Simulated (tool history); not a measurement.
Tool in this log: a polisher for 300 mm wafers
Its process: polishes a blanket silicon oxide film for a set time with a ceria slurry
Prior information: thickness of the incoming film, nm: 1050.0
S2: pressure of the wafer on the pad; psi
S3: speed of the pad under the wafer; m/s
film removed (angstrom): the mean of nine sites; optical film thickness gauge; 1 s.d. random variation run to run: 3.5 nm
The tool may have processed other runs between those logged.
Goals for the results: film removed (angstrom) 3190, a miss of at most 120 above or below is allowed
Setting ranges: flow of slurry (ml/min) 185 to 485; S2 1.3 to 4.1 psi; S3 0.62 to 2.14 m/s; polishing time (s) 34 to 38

run 1 hour=0 | flow_of_slurry_(ml/min)=310 S2=2.7 S3=1.38 polishing_time_(s)=38 | film_removed_(angstrom)=2330.4
run 2 hour=0.9 | flow_of_slurry_(ml/min)=350 S2=2.7 S3=1.38 polishing_time_(s)=38 | film_removed_(angstrom)=2322.1
run 3 hour=2.1 | flow_of_slurry_(ml/min)=350 S2=2.7 S3=1.14 polishing_time_(s)=38 | film_removed_(angstrom)=2011.3
run 4 hour=9 | flow_of_slurry_(ml/min)=350 S2=2.7 S3=1.14 polishing_time_(s)=34 | film_removed_(angstrom)=1805
run 5 hour=15 | flow_of_slurry_(ml/min)=350 S2=2.7 S3=1.14 polishing_time_(s)=38 | film_removed_(angstrom)=2012.9
run 6 hour=19.4 | flow_of_slurry_(ml/min)=350 S2=2.9 S3=1.14 polishing_time_(s)=38 | film_removed_(angstrom)=2134.3
run 7 hour=22.6 | flow_of_slurry_(ml/min)=350 S2=3.1 S3=1.14 polishing_time_(s)=38 | film_removed_(angstrom)=2307.8
run 8 hour=27.1 | flow_of_slurry_(ml/min)=350 S2=3.3 S3=1.14 polishing_time_(s)=38 | film_removed_(angstrom)=2465.5
run 9 hour=31.7 | flow_of_slurry_(ml/min)=350 S2=3.4 S3=1.14 polishing_time_(s)=38 | film_removed_(angstrom)=2461
run 10 hour=33.3 | flow_of_slurry_(ml/min)=350 S2=3.5 S3=1.16 polishing_time_(s)=38 | film_removed_(angstrom)=2562.9
run 11 hour=41.4 | flow_of_slurry_(ml/min)=350 S2=4.1 S3=1.18 polishing_time_(s)=38 | film_removed_(angstrom)=3064.2

Which of these 4 next moves meets every target?
run A hour=49.5 | flow_of_slurry_(ml/min)=375 S2=3.9 S3=1.32 polishing_time_(s)=34 | film_removed_(angstrom)=?
run B hour=49.5 | flow_of_slurry_(ml/min)=345 S2=4.1 S3=1.36 polishing_time_(s)=38 | film_removed_(angstrom)=?
run C hour=49.5 | flow_of_slurry_(ml/min)=390 S2=3.4 S3=1.48 polishing_time_(s)=38 | film_removed_(angstrom)=?
run D hour=49.5 | flow_of_slurry_(ml/min)=335 S2=4.1 S3=1.18 polishing_time_(s)=37 | film_removed_(angstrom)=?

move=A film_removed_(angstrom)=2918.5
move=B film_removed_(angstrom)=3477.8
move=C film_removed_(angstrom)=3178.8
move=D film_removed_(angstrom)=3004.1
A: moves away from the targets compared with the last run
B: takes the biggest miss from the last run beyond its target
C: meets every target
D: moves away from the targets compared with the last run
So the answer is move C, the one that meets all the targets.
